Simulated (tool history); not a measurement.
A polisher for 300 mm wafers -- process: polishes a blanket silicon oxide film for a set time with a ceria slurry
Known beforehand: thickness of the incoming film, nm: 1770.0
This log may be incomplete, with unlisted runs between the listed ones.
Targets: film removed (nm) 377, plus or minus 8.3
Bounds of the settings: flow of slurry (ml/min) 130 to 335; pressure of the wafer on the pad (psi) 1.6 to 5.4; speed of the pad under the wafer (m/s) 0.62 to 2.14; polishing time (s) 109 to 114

run  hour  flow of slurry (ml/min)  pressure of the wafer on the pad (psi)  speed of the pad under the wafer (m/s)  polishing time (s)  film removed (nm)
  1     0                      215                                     3.5                                    1.38                 109             561.99
  2   7.8                      215                                     2.9                                    1.38                 109             492.08
  3  14.6                      215                                     2.9                                    1.38                 114             516.54
  4  16.8                      250                                     2.9                                    1.38                 114             531.28
  5  23.9                      250                                     2.9                                    1.08                 114             445.45
  6    30                      250                                     2.9                                     1.4                 114             532.85
  7  31.1                      205                                     1.9                                    1.38                 114             388.25
  8  35.4                      200                                     1.9                                    1.38                 114             387.15
     43.6  -- worn pad replaced by a new one
  9  43.6                      185                                     1.8                                    1.38                 114             411.71
 10  47.3                      195                                     1.8                                    1.38                 114                414
 11    56                      195                                     1.8                                    1.36                 114             410.85
 12  56.7                      200                                     1.8                                    1.34                 114             409.12
 13  64.6                      200                                     1.8                                    1.32                 114             406.74
 14  66.1                      200                                     1.8                                     1.3                 114             396.26

Which single option among these 5 for the next run brings every result within its allowed miss of target? Just one does.
  A  67.6                      170                                       2                                    1.26                 114                  ?
  B  67.6                      270                                     1.9                                    1.26                 109                  ?
  C  67.6                      225                                     3.1                                     0.8                 109                  ?
  D  67.6                      185                                     2.5                                    0.96                 109                  ?
  E  67.6                      215                                     1.8                                    1.44                 113                  ?

move  film removed (nm)
   A             407.92
   B             395.84
   C             399.01
   D             377.72
   E             428.53
A: the biggest miss grows against the last run
B: neither nearer nor further off than the last run
C: the biggest miss grows against the last run
D: in spec on every target
E: the biggest miss grows against the last run
Go with D: it meets all targets.
